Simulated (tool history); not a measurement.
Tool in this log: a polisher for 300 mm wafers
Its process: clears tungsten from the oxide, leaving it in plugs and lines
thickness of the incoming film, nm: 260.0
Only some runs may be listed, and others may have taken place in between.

| run | hour | flow of slurry (ml/min) | pressure of the wafer on the pad (kPa) | speed of the pad under the wafer (cm/s) | abrasive content of the slurry | overpolish time after the end point (s) | time until the end point was called (s) |
|---|---|---|---|---|---|---|---|
| 1 | 0 | 210 | 22.1 | 110 | 1 | 13 | 57.455 |
| 2 | 2.2 | 215 | 22.8 | 110 | 1 | 13 | 54.159 |
| 3 | 7.8 | 220 | 22.8 | 110 | 1 | 13 | 55.339 |
| 4 | 10.6 | 195 | 22.8 | 110 | 1 | 13 | 56.661 |
| 5 | 12.5 | 205 | 22.8 | 110 | 1 | 13 | 55.634 |
| 6 | 17.3 | 215 | 23.4 | 110 | 1 | 13 | 52.93 |

Predict the results of run 7:
| 7 | 21.3 | 225 | 23.4 | 110 | 1 | 13 | ? |

time until the end point was called (s): 53.507
